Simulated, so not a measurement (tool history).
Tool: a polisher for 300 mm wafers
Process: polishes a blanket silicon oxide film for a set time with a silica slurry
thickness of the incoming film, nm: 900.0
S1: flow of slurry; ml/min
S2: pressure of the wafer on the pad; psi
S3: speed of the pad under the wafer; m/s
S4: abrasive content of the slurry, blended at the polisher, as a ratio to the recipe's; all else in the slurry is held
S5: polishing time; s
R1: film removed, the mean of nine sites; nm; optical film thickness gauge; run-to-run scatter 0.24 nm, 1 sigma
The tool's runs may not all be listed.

run,hour,S1,S2,S3,S4,S5,R1
1,0,265,3.7,1.38,1,21,53.821
2,2.3,265,3.7,1.38,1,21,53.692
3,6.9,260,3.4,1.38,1,21,49.651
4,13.3,260,3.4,1.72,1,21,59.211
5,19.4,255,3.1,1.72,1,21,53.491
6,28.3,255,3.8,1.72,1,21,65.703
7,37.3,250,3.4,1.72,1,21,58.486

Run 8 has not been measured yet. What should we expect?
8,42.1,245,3.1,1.72,1,21,?

Run 8 produced R1 53.539 nm.

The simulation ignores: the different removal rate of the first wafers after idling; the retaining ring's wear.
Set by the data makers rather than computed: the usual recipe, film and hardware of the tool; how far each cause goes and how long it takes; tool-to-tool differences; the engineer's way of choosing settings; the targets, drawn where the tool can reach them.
